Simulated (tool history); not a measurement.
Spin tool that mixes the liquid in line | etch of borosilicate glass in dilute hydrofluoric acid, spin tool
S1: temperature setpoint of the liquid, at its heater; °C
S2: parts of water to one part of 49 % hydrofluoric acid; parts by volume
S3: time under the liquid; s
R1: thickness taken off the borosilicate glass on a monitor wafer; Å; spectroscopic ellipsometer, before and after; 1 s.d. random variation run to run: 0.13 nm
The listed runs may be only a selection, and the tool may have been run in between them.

run 1 hour=0 | S1=24 S2=60 S3=30 | R1=174.88
run 2 hour=5.8 | S1=26.5 S2=60 S3=30 | R1=193.75
run 3 hour=14.4 | S1=26.5 S2=70 S3=30 | R1=164.24
run 4 hour=18.6 | S1=26.5 S2=70 S3=20 | R1=108.74
run 5 hour=22.3 | S1=27.5 S2=65 S3=20 | R1=123.43
run 6 hour=23.7 | S1=27.5 S2=80 S3=20 | R1=98.098
run 7 hour=27.4 | S1=28 S2=75 S3=20 | R1=106.73
run 8 hour=33 | S1=28 S2=70 S3=20 | R1=116.16
run 9 hour=41.1 | S1=28 S2=65 S3=20 | R1=125.15

Run 10, settings as shown, results not yet in. Your forecast:
run 10 hour=50 | S1=32 S2=40 S3=20 | R1=?

{"run 10": {"R1": 248.34}}
